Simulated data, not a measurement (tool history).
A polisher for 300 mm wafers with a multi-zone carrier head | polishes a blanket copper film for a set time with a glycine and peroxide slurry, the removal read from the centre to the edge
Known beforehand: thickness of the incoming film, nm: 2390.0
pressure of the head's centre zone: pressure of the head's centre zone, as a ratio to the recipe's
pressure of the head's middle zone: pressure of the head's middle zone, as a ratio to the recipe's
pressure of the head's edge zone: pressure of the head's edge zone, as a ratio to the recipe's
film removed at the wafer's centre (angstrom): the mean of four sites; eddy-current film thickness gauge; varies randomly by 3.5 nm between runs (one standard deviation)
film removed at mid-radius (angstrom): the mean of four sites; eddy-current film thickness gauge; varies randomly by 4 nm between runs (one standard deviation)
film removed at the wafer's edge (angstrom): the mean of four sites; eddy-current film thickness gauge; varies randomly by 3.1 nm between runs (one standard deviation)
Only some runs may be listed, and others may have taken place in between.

| run | hour | flow of slurry (ml/min) | pressure of the head's centre zone | pressure of the head's middle zone | pressure of the head's edge zone | polishing time (s) | film removed at the wafer's centre (angstrom) | film removed at mid-radius (angstrom) | film removed at the wafer's edge (angstrom) |
|---|---|---|---|---|---|---|---|---|---|
| 1 | 0 | 215 | 1 | 1 | 1 | 90 | 4275.3 | 4319.7 | 4411.1 |
| 2 | 1 | 215 | 1.04 | 1 | 1 | 90 | 4483.6 | 4425.1 | 4449.9 |
| 3 | 6.1 | 215 | 1.12 | 1 | 1 | 90 | 4730.2 | 4338 | 4479.8 |
| 4 | 7.1 | 215 | 1.12 | 0.95 | 1 | 90 | 4804.9 | 4193.5 | 4521.4 |
| 5 | 12.3 | 195 | 1.12 | 0.95 | 1 | 90 | 4708.4 | 4176.4 | 4366 |
| 6 | 13.1 | 180 | 1.11 | 0.95 | 0.97 | 86 | 4397.4 | 3923.1 | 4055.2 |
| 7 | 16 | 170 | 1.1 | 0.96 | 0.94 | 83 | 4180.6 | 3823.3 | 3893.1 |
| 8 | 21.8 | 220 | 1.12 | 1.06 | 0.86 | 58 | 3129.2 | 2996.6 | 2647 |
| 9 | 24.5 | 225 | 1.13 | 1.07 | 0.89 | 59 | 3157.4 | 3089.6 | 2776.2 |

Forecast run 10:
| 10 | 32.2 | 225 | 1.13 | 1.07 | 0.89 | 59 | ? | ? | ? |

{"run 10": {"film removed at the wafer's centre (angstrom)": 3200.8, "film removed at mid-radius (angstrom)": 3037.7, "film removed at the wafer's edge (angstrom)": 2748.4}}

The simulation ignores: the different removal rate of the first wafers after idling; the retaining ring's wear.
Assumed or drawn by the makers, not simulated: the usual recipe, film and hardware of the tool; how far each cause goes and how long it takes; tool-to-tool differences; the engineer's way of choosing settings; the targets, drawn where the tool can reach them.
